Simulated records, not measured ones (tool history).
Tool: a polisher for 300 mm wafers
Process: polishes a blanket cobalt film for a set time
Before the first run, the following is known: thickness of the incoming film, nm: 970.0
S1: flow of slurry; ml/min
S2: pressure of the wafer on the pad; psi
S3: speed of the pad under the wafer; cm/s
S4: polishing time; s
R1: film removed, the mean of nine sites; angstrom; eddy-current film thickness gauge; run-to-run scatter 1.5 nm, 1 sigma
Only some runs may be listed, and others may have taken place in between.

Run 1, hour 0.0: S1 250 ml/min, S2 1.6 psi, S3 86 cm/s, S4 54 s. Result: R1 1547.1 angstrom.
Run 2, hour 8.8: S1 220 ml/min, S2 1.6 psi, S3 86 cm/s, S4 54 s. Result: R1 1529.3 angstrom.
Run 3, hour 10.4: S1 230 ml/min, S2 1.8 psi, S3 86 cm/s, S4 54 s. Result: R1 1714.6 angstrom.
Run 4, hour 12.0: S1 230 ml/min, S2 1.8 psi, S3 78 cm/s, S4 54 s. Result: R1 1578.5 angstrom.
Run 5, hour 20.5: S1 230 ml/min, S2 1.8 psi, S3 78 cm/s, S4 49 s. Result: R1 1425.6 angstrom.
Run 6, hour 26.2: S1 245 ml/min, S2 2.0 psi, S3 78 cm/s, S4 49 s. Result: R1 1594.4 angstrom.
Run 7, hour 31.9: S1 245 ml/min, S2 2.2 psi, S3 80 cm/s, S4 49 s. Result: R1 1775.6 angstrom.
Run 8, hour 39.2: S1 245 ml/min, S2 2.3 psi, S3 82 cm/s, S4 49 s. Result: R1 1917.8 angstrom.
Run 9, hour 43.0: S1 245 ml/min, S2 2.4 psi, S3 82 cm/s, S4 49 s. Result: R1 1993.5 angstrom.
Run 10, hour 48.8: S1 245 ml/min, S2 2.5 psi, S3 82 cm/s, S4 49 s. Result: R1 2097.1 angstrom.

Run 11 comes next. What will it give?
Run 11, hour 51.0: S1 245 ml/min, S2 2.6 psi, S3 84 cm/s, S4 49 s. Result: R1 ?.

R1: 2181.3 angstrom
